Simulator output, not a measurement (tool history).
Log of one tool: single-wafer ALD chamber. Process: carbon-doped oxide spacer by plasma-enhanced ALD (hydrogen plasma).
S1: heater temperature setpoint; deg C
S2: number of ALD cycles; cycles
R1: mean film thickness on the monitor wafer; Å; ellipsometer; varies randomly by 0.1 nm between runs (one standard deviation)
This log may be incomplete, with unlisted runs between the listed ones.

{"run": 1, "hour": 0.0, "S1": 395, "S2": 408, "R1": 192.68}
{"run": 2, "hour": 3.4, "S1": 395, "S2": 420, "R1": 199.43}
{"run": 3, "hour": 9.8, "S1": 395, "S2": 399, "R1": 189.63}
{"run": 4, "hour": 16.9, "S1": 400, "S2": 399, "R1": 190.67}
{"run": 5, "hour": 23.9, "S1": 400, "S2": 361, "R1": 172.11}
{"run": 6, "hour": 31.7, "S1": 392, "S2": 361, "R1": 172.3}
{"run": 7, "hour": 34.8, "S1": 392, "S2": 380, "R1": 181.22}
{"run": 8, "hour": 36.2, "S1": 392, "S2": 396, "R1": 190.15}
{"run": 9, "hour": 41.2, "S1": 391, "S2": 408, "R1": 195.01}
{"run": 10, "hour": 49.6, "S1": 391, "S2": 473, "R1": 226.72}
{"run": 11, "hour": 55.0, "S1": 391, "S2": 475, "R1": 225.57}
{"hour": 62.6, "done": "thermocouple changed; heater temperature recalibrated"}
{"run": 12, "hour": 62.6, "S1": 391, "S2": 478, "R1": 227.19}
{"run": 13, "hour": 69.5, "S1": 391, "S2": 480, "R1": 228.85}

What will run 14 give?
{"run": 14, "hour": 76.6, "S1": 391, "S2": 482, "R1": "?"}

{"run 14": {"R1": 229.38}}

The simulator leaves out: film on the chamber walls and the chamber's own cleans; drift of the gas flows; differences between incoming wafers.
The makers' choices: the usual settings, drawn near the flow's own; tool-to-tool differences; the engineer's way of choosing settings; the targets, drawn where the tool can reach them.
